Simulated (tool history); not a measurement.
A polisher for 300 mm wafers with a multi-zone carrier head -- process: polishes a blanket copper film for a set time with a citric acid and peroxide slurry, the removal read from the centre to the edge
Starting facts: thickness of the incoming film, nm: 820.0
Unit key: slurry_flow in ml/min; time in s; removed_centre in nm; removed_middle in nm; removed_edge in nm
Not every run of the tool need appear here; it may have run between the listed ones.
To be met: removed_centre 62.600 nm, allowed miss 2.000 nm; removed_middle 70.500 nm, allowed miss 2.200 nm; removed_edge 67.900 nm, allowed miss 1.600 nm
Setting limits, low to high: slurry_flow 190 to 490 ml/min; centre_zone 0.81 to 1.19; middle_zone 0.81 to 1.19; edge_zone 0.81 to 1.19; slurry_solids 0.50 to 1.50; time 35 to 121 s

run	hour	slurry_flow	centre_zone	middle_zone	edge_zone	slurry_solids	time	removed_centre	removed_middle	removed_edge
1	0.0	315	1.00	1.00	1.00	1.00	78	152.190	152.800	150.630
2	6.1	315	1.00	1.00	1.00	1.00	71	138.510	136.010	136.360
3	14.4	310	0.98	1.00	0.98	0.95	67	122.270	128.630	126.900
4	16.0	305	0.98	0.99	0.96	0.90	64	115.980	119.580	117.140
5	22.9	305	0.98	0.99	0.93	0.90	64	119.170	119.680	116.360
6	27.0	305	0.98	0.99	0.93	0.90	78	143.180	148.210	139.430
7	32.9	300	0.97	0.98	0.92	0.85	74	130.650	134.060	132.280
8	38.5	300	0.97	0.98	0.92	0.85	74	133.380	134.550	130.420

Which single option among these 4 for the next run brings every result within its allowed miss of target? Just one does.
A	44.1	240	0.90	1.00	0.94	0.60	43	?	?	?
B	44.1	260	0.82	0.82	1.10	0.85	54	?	?	?
C	44.1	320	0.91	1.02	0.87	0.80	38	?	?	?
D	44.1	290	0.90	0.90	0.96	0.95	37	?	?	?

move	removed_centre	removed_middle	removed_edge
A	63.536	70.758	67.827
B	80.887	83.958	102.460
C	63.613	71.015	64.147
D	63.541	64.694	68.182
A: every result within its allowed miss
B: closes in on the targets versus the last run, not all within tolerance yet
C: takes the biggest miss from the last run beyond its target
D: meets the target for the result that was furthest off, but another lies outside its allowed miss
Go with A: it meets all targets.
